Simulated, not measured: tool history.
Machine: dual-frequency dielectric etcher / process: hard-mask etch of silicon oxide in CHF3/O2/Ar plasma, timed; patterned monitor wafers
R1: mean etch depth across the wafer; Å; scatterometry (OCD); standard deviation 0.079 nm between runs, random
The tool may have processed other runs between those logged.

{"run": 1, "hour": 0.0, "source power (W)": 850, "bias power (W)": 234, "etch time (s)": 10, "R1": 232.9}
{"run": 2, "hour": 6.5, "source power (W)": 850, "bias power (W)": 234, "etch time (s)": 9.5, "R1": 219.38}
{"run": 3, "hour": 15.4, "source power (W)": 850, "bias power (W)": 234, "etch time (s)": 9.5, "R1": 221.43}
{"run": 4, "hour": 23.6, "source power (W)": 790, "bias power (W)": 228, "etch time (s)": 9.5, "R1": 211.97}
{"run": 5, "hour": 28.5, "source power (W)": 930, "bias power (W)": 228, "etch time (s)": 9.5, "R1": 224.04}
{"run": 6, "hour": 36.3, "source power (W)": 860, "bias power (W)": 220, "etch time (s)": 9.5, "R1": 214.5}

Expected results for the next run?
{"run": 7, "hour": 45.1, "source power (W)": 810, "bias power (W)": 216, "etch time (s)": 9.5, "R1": "?"}

Run 7 gave R1 208.27 Å.

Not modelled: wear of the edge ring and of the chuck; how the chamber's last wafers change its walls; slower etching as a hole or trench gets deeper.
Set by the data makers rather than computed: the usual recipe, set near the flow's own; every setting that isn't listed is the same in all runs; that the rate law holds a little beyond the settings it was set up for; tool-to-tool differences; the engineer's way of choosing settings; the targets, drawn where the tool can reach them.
